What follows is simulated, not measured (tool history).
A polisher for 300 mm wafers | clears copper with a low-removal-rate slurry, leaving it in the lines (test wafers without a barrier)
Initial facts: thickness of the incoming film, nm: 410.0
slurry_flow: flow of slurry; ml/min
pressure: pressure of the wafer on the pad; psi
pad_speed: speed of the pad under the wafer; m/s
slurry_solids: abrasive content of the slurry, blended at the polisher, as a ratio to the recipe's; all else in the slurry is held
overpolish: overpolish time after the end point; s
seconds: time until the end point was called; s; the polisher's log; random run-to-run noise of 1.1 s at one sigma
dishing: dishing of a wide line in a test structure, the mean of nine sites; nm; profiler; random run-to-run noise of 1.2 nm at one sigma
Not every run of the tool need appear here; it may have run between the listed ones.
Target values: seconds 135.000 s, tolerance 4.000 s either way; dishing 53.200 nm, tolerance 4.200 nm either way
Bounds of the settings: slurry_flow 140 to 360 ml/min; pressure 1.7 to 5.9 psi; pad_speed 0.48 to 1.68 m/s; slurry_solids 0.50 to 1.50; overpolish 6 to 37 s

{"run": 1, "hour": 0.0, "slurry_flow": 230, "pressure": 3.8, "pad_speed": 1.08, "slurry_solids": 1.0, "overpolish": 19, "seconds": 109.29, "dishing": 44.304}
{"run": 2, "hour": 7.5, "slurry_flow": 185, "pressure": 3.8, "pad_speed": 1.08, "slurry_solids": 1.0, "overpolish": 19, "seconds": 113.04, "dishing": 42.719}
{"run": 3, "hour": 15.0, "slurry_flow": 180, "pressure": 3.7, "pad_speed": 1.08, "slurry_solids": 1.0, "overpolish": 20, "seconds": 113.37, "dishing": 45.278}
{"run": 4, "hour": 20.3, "slurry_flow": 180, "pressure": 3.7, "pad_speed": 1.08, "slurry_solids": 1.15, "overpolish": 20, "seconds": 109.53, "dishing": 48.238}
{"run": 5, "hour": 26.4, "slurry_flow": 180, "pressure": 3.6, "pad_speed": 1.08, "slurry_solids": 1.15, "overpolish": 21, "seconds": 110.51, "dishing": 49.838}
{"run": 6, "hour": 28.8, "slurry_flow": 180, "pressure": 3.4, "pad_speed": 1.08, "slurry_solids": 1.15, "overpolish": 22, "seconds": 115.79, "dishing": 47.989}
{"hour": 35.5, "done": "head pressure recalibrated"}
{"run": 7, "hour": 35.5, "slurry_flow": 180, "pressure": 3.3, "pad_speed": 1.08, "slurry_solids": 1.15, "overpolish": 23, "seconds": 112.11, "dishing": 53.416}
{"run": 8, "hour": 41.0, "slurry_flow": 180, "pressure": 3.1, "pad_speed": 1.08, "slurry_solids": 1.15, "overpolish": 24, "seconds": 116.67, "dishing": 51.43}

Of the 4 settings listed for the next run, only one would bring every result within its allowed miss of target. Which one?
{"run": "A", "hour": 46.5, "slurry_flow": 170, "pressure": 2.5, "pad_speed": 1.18, "slurry_solids": 0.95, "overpolish": 28, "seconds": "?", "dishing": "?"}
{"run": "B", "hour": 46.5, "slurry_flow": 200, "pressure": 3.3, "pad_speed": 1.24, "slurry_solids": 1.2, "overpolish": 21, "seconds": "?", "dishing": "?"}
{"run": "C", "hour": 46.5, "slurry_flow": 285, "pressure": 4.0, "pad_speed": 0.98, "slurry_solids": 1.0, "overpolish": 25, "seconds": "?", "dishing": "?"}
{"run": "D", "hour": 46.5, "slurry_flow": 180, "pressure": 3.5, "pad_speed": 1.3, "slurry_solids": 1.2, "overpolish": 23, "seconds": "?", "dishing": "?"}

move=A seconds=133.640 dishing=51.749
move=B seconds=98.814 dishing=53.071
move=C seconds=102.060 dishing=60.068
move=D seconds=93.757 dishing=59.698
A: hits every target within its allowed miss
B: lands further from the targets than the last run did
C: lands further from the targets than the last run did
D: lands further from the targets than the last run did
The right move is A.

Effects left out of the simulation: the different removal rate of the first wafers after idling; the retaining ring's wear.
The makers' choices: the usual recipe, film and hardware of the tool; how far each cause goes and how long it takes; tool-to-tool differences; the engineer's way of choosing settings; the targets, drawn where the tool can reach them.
